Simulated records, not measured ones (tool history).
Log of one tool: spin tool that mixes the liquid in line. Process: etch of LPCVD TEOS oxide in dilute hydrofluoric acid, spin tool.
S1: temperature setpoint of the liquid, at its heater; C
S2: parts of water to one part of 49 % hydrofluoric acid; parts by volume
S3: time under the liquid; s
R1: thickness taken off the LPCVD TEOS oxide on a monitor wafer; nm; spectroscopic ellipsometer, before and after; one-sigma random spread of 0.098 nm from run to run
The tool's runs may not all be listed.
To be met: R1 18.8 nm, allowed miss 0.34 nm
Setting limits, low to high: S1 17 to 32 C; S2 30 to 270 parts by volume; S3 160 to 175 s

| run | hour | S1 | S2 | S3 | R1 |
|---|---|---|---|---|---|
| 1 | 0 | 24 | 150 | 160 | 26.913 |
| 2 | 5.4 | 21.5 | 155 | 160 | 23.316 |
| 3 | 11 | 20 | 155 | 160 | 22.149 |
| 4 | 19.4 | 19 | 155 | 160 | 20.934 |
| 5 | 26.8 | 21 | 155 | 160 | 22.945 |
| 6 | 28.3 | 19.5 | 155 | 160 | 21.508 |
|  | 30.1 | hydrofluoric acid flow meter replaced |
| 7 | 30.1 | 19.5 | 155 | 160 | 23.183 |
| 8 | 30.8 | 19 | 160 | 160 | 21.881 |
| 9 | 33.1 | 18.5 | 165 | 160 | 20.723 |

Pick the move, out of 4, that brings all results within their allowed miss; only one does.
| A | 35.4 | 17 | 175 | 170 | ? |
| B | 35.4 | 17 | 165 | 160 | ? |
| C | 35.4 | 18.5 | 190 | 170 | ? |
| D | 35.4 | 22 | 195 | 160 | ? |

| move | R1 |
|---|---|
| A | 19.25 |
| B | 19.399 |
| C | 18.559 |
| D | 19.39 |
A: closer than the last run, but not yet in spec
B: closer than the last run, but not yet in spec
C: every result lands within tolerance
D: closer than the last run, but not yet in spec
The move that meets every target is C.

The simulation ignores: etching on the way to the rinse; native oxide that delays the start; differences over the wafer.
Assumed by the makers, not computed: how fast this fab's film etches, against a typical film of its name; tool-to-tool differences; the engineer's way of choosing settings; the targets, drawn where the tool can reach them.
